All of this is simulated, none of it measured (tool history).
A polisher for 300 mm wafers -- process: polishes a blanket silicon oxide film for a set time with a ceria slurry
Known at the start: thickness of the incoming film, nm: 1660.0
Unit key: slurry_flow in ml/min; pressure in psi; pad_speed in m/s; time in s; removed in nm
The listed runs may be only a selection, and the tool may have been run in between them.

run 1 hour=0 | slurry_flow=140 pressure=3.9 pad_speed=1.32 time=55 | removed=388.66
run 2 hour=1.5 | slurry_flow=150 pressure=4.2 pad_speed=1.32 time=55 | removed=422.05
run 3 hour=10.2 | slurry_flow=150 pressure=4.9 pad_speed=1.32 time=55 | removed=495.63
run 4 hour=17.5 | slurry_flow=130 pressure=4.9 pad_speed=1.32 time=55 | removed=479.42
run 5 hour=26.4 | slurry_flow=130 pressure=4.9 pad_speed=1 time=55 | removed=392.19
run 6 hour=31.3 | slurry_flow=140 pressure=5.2 pad_speed=1 time=55 | removed=430.31
run 7 hour=34.7 | slurry_flow=155 pressure=5.4 pad_speed=1 time=55 | removed=447.81

Run 8 comes next. What will it give?
run 8 hour=35.7 | slurry_flow=155 pressure=6.1 pad_speed=1.02 time=55 | removed=?

{"run 8": {"removed": 516.68}}
